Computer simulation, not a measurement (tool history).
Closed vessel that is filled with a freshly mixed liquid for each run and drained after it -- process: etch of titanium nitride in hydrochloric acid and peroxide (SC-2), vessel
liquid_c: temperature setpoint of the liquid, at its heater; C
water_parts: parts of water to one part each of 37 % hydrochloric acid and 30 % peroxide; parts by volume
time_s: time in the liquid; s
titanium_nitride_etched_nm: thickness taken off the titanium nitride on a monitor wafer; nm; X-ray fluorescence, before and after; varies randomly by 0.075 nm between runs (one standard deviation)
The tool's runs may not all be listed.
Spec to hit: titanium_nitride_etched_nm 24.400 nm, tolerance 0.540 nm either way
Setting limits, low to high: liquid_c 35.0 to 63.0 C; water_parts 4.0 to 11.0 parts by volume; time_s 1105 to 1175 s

{"run": 1, "hour": 0.0, "liquid_c": 47.0, "water_parts": 6.0, "time_s": 1105, "titanium_nitride_etched_nm": 46.149}
{"run": 2, "hour": 6.5, "liquid_c": 46.0, "water_parts": 6.0, "time_s": 1105, "titanium_nitride_etched_nm": 43.244}
{"run": 3, "hour": 10.8, "liquid_c": 45.0, "water_parts": 6.0, "time_s": 1105, "titanium_nitride_etched_nm": 40.345}
{"run": 4, "hour": 20.2, "liquid_c": 44.0, "water_parts": 6.0, "time_s": 1105, "titanium_nitride_etched_nm": 37.777}
{"run": 5, "hour": 27.1, "liquid_c": 43.5, "water_parts": 6.0, "time_s": 1105, "titanium_nitride_etched_nm": 36.353}
{"run": 6, "hour": 28.3, "liquid_c": 43.0, "water_parts": 6.0, "time_s": 1105, "titanium_nitride_etched_nm": 35.086}
{"run": 7, "hour": 31.3, "liquid_c": 42.5, "water_parts": 6.0, "time_s": 1105, "titanium_nitride_etched_nm": 34.035}
{"run": 8, "hour": 33.8, "liquid_c": 42.0, "water_parts": 6.0, "time_s": 1105, "titanium_nitride_etched_nm": 32.688}
{"run": 9, "hour": 39.0, "liquid_c": 41.5, "water_parts": 6.0, "time_s": 1105, "titanium_nitride_etched_nm": 31.628}
{"run": 10, "hour": 44.0, "liquid_c": 41.0, "water_parts": 6.0, "time_s": 1105, "titanium_nitride_etched_nm": 30.618}
{"run": 11, "hour": 49.1, "liquid_c": 40.5, "water_parts": 6.0, "time_s": 1105, "titanium_nitride_etched_nm": 29.507}
{"run": 12, "hour": 50.5, "liquid_c": 40.0, "water_parts": 6.0, "time_s": 1105, "titanium_nitride_etched_nm": 28.397}
{"run": 13, "hour": 53.4, "liquid_c": 38.5, "water_parts": 6.0, "time_s": 1105, "titanium_nitride_etched_nm": 25.503}

Pick the move, out of 5, that brings all results within their allowed miss; only one does.
{"run": "A", "hour": 56.3, "liquid_c": 36.5, "water_parts": 5.0, "time_s": 1160, "titanium_nitride_etched_nm": "?"}
{"run": "B", "hour": 56.3, "liquid_c": 39.5, "water_parts": 7.0, "time_s": 1105, "titanium_nitride_etched_nm": "?"}
{"run": "C", "hour": 56.3, "liquid_c": 41.5, "water_parts": 8.5, "time_s": 1165, "titanium_nitride_etched_nm": "?"}
{"run": "D", "hour": 56.3, "liquid_c": 38.0, "water_parts": 5.5, "time_s": 1105, "titanium_nitride_etched_nm": "?"}
{"run": "E", "hour": 56.3, "liquid_c": 35.5, "water_parts": 4.5, "time_s": 1105, "titanium_nitride_etched_nm": "?"}

move=A titanium_nitride_etched_nm=26.583
move=B titanium_nitride_etched_nm=24.438
move=C titanium_nitride_etched_nm=25.442
move=D titanium_nitride_etched_nm=26.340
move=E titanium_nitride_etched_nm=25.354
A: further off than the last run
B: every result lands within tolerance
C: moves toward the targets from the last run without getting all of them in spec
D: further off than the last run
E: moves toward the targets from the last run without getting all of them in spec
Go with B: it meets all targets.
